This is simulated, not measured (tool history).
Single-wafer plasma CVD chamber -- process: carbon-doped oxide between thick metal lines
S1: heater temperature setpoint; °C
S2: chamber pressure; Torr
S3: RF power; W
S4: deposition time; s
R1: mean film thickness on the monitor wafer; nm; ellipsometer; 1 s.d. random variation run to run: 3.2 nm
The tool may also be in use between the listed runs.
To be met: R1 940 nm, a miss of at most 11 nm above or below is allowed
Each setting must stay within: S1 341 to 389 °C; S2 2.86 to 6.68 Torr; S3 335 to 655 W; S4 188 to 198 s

run,day,S1,S2,S3,S4,R1
1,0,365,4.77,495,198,877.78
2,0.25,360,5.07,500,198,906.3
3,0.604,360,5.65,500,198,927.63
4,0.679,360,5.65,445,198,815.66
5,0.754,356,5.99,460,198,866.23
6,1.046,360,5.99,460,198,863.23
7,1.421,353,6.68,510,198,977.27
8,1.542,353,6.68,510,198,981.09
9,1.617,357,6.5,510,198,970.36
10,1.867,358,6.29,510,198,960.2
11,2.238,360,6.18,510,198,957.22
12,2.512,361,6.05,510,198,957.35

5 next moves are on the table. One of them brings every result within its allowed miss. Which?
A,2.788,355,6.63,540,188,?
B,2.788,360,5.69,525,188,?
C,2.788,360,6.51,535,197,?
D,2.788,359,5.58,505,198,?
E,2.788,350,5.6,515,188,?

move,R1
A,972.18
B,922.14
C,998.21
D,936.54
E,923.49
A: further off than the last run
B: takes the result that was furthest off past its target
C: further off than the last run
D: hits every target within its allowed miss
E: takes the result that was furthest off past its target
D meets every target.
